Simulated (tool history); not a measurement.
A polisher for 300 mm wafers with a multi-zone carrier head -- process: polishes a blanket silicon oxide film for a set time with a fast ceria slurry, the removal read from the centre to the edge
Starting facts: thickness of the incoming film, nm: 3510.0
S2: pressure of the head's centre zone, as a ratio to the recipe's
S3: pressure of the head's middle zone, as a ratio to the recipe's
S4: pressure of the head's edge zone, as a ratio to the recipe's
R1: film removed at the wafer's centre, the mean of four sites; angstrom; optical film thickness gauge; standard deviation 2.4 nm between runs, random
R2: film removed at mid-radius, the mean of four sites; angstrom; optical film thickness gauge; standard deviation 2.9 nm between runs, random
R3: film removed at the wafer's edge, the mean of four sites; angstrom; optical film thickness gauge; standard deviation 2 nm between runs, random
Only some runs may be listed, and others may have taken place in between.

Run 1, hour 0: flow of slurry (ml/min) 210, S2 1, S3 1, S4 1, polishing time (s) 54. Result: R1 3991.9 angstrom, R2 3833.9 angstrom, R3 3957.6 angstrom.
Run 2, hour 5.1: flow of slurry (ml/min) 210, S2 1, S3 1, S4 1.03, polishing time (s) 54. Result: R1 4072.4 angstrom, R2 3822 angstrom, R3 4007.2 angstrom.
Run 3, hour 12.7: flow of slurry (ml/min) 205, S2 1, S3 0.98, S4 0.98, polishing time (s) 52. Result: R1 3847 angstrom, R2 3614.3 angstrom, R3 3739.4 angstrom.
Run 4, hour 16.4: flow of slurry (ml/min) 195, S2 0.99, S3 0.95, S4 0.94, polishing time (s) 51. Result: R1 3764.1 angstrom, R2 3402.6 angstrom, R3 3614.7 angstrom.
Run 5, hour 21.6: flow of slurry (ml/min) 185, S2 0.98, S3 0.95, S4 0.91, polishing time (s) 50. Result: R1 3584.8 angstrom, R2 3340.3 angstrom, R3 3481.9 angstrom.
Run 6, hour 25.1: flow of slurry (ml/min) 175, S2 0.98, S3 0.94, S4 0.89, polishing time (s) 50. Result: R1 3541.1 angstrom, R2 3312.2 angstrom, R3 3405.4 angstrom.

Forecast run 7:
Run 7, hour 30.4: flow of slurry (ml/min) 165, S2 0.98, S3 0.93, S4 0.87, polishing time (s) 50. Result: R1 ?, R2 ?, R3 ?.

R1: 3527.3 angstrom
R2: 3194.1 angstrom
R3: 3334.8 angstrom

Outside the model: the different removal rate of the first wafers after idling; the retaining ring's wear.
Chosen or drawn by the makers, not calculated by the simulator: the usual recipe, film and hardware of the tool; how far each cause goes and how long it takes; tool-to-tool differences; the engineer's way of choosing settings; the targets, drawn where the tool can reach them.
